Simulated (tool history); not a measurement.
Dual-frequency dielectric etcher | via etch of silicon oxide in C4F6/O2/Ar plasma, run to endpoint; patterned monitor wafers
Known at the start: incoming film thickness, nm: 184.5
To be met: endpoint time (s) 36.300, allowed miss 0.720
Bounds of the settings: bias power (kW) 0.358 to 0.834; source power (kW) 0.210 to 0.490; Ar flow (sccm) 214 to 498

run,hour,bias power (kW),source power (kW),Ar flow (sccm),endpoint time (s)
1,0.0,0.596,0.350,356,40.746
2,6.4,0.520,0.350,356,43.287
3,11.1,0.461,0.350,356,45.491
4,17.4,0.513,0.350,355,43.552
5,24.7,0.513,0.350,409,44.337
6,33.0,0.513,0.300,409,47.430
7,39.9,0.573,0.310,408,44.098
8,48.2,0.616,0.310,407,43.288
9,56.9,0.616,0.310,407,43.246
10,61.4,0.656,0.320,406,41.329
11,67.2,0.656,0.320,406,41.366
12,71.7,0.688,0.320,406,40.961
13,77.6,0.714,0.330,404,38.870
14,82.1,0.730,0.330,404,39.180
15,90.6,0.748,0.330,403,38.748
# hour 93.5: Ar flow controller replaced
16,93.5,0.763,0.330,402,38.584
17,101.7,0.776,0.330,401,38.256
18,105.9,0.786,0.330,400,37.906
19,110.7,0.795,0.330,399,37.412
20,119.0,0.802,0.330,399,37.629
21,121.9,0.808,0.330,399,37.636

Which of these 4 next moves meets every target?
A,124.8,0.804,0.350,366,?
B,124.8,0.798,0.310,366,?
C,124.8,0.822,0.390,381,?
D,124.8,0.794,0.320,379,?

move,endpoint time (s)
A,36.220
B,38.240
C,34.458
D,37.949
A: meets every target
B: further off than the last run
C: takes the result that was furthest off past its target
D: further off than the last run
The right move is A.

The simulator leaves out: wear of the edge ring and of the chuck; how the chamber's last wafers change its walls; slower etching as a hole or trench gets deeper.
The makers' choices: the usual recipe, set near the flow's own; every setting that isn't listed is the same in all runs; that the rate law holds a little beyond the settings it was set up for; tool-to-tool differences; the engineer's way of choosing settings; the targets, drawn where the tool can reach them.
